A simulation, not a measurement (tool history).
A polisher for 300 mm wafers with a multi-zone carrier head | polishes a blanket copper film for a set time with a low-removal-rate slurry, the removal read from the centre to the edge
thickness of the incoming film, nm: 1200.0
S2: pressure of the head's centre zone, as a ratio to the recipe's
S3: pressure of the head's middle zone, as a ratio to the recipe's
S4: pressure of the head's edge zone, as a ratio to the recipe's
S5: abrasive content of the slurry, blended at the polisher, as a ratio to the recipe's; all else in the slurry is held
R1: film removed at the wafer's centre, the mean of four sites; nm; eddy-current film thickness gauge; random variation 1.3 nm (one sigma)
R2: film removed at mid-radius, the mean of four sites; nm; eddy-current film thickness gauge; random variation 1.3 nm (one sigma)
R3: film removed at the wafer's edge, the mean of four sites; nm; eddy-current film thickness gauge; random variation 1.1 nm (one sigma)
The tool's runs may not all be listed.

{"run": 1, "day": 0.0, "flow of slurry (ml/min)": 215, "S2": 1, "S3": 1, "S4": 1, "S5": 1, "polishing time (s)": 63, "R1": 239.73, "R2": 232.46, "R3": 230.6}
{"run": 2, "day": 0.304, "flow of slurry (ml/min)": 215, "S2": 1, "S3": 1, "S4": 1.04, "S5": 1, "polishing time (s)": 63, "R1": 239.16, "R2": 229.85, "R3": 235.69}
{"run": 3, "day": 0.479, "flow of slurry (ml/min)": 210, "S2": 0.98, "S3": 0.98, "S4": 1.01, "S5": 0.9, "polishing time (s)": 60, "R1": 219.07, "R2": 209.95, "R3": 212.84}
{"run": 4, "day": 0.7, "flow of slurry (ml/min)": 200, "S2": 0.95, "S3": 0.96, "S4": 0.99, "S5": 0.85, "polishing time (s)": 58, "R1": 195.32, "R2": 197.1, "R3": 198.88}
{"run": 5, "day": 0.958, "flow of slurry (ml/min)": 200, "S2": 0.95, "S3": 0.96, "S4": 0.99, "S5": 0.85, "polishing time (s)": 47, "R1": 160.57, "R2": 158.02, "R3": 164.04}
{"run": 6, "day": 1.175, "flow of slurry (ml/min)": 200, "S2": 0.95, "S3": 0.96, "S4": 0.99, "S5": 0.85, "polishing time (s)": 38, "R1": 130.11, "R2": 130.65, "R3": 132.31}
{"run": 7, "day": 1.283, "flow of slurry (ml/min)": 210, "S2": 0.95, "S3": 0.97, "S4": 1.01, "S5": 0.9, "polishing time (s)": 38, "R1": 132.83, "R2": 134.06, "R3": 137.22}
{"run": 8, "day": 1.6, "flow of slurry (ml/min)": 270, "S2": 0.99, "S3": 1.03, "S4": 1.08, "S5": 0.95, "polishing time (s)": 38, "R1": 146.47, "R2": 146.68, "R3": 145.89}
{"run": 9, "day": 1.729, "flow of slurry (ml/min)": 270, "S2": 0.99, "S3": 1.03, "S4": 1.09, "S5": 0.95, "polishing time (s)": 38, "R1": 143.49, "R2": 145.86, "R3": 145.79}
{"run": 10, "day": 1.821, "flow of slurry (ml/min)": 270, "S2": 0.99, "S3": 1.03, "S4": 1.1, "S5": 0.95, "polishing time (s)": 38, "R1": 143.7, "R2": 143.14, "R3": 146.07}
{"run": 11, "day": 2.012, "flow of slurry (ml/min)": 275, "S2": 0.99, "S3": 1.03, "S4": 1.1, "S5": 0.95, "polishing time (s)": 38, "R1": 146.8, "R2": 146.28, "R3": 145.35}

Forecast run 12:
{"run": 12, "day": 2.112, "flow of slurry (ml/min)": 275, "S2": 0.99, "S3": 1.03, "S4": 1.1, "S5": 0.95, "polishing time (s)": 38, "R1": "?", "R2": "?", "R3": "?"}

Run 12 gave R1 142.88 nm, R2 146.94 nm, R3 144.73 nm.
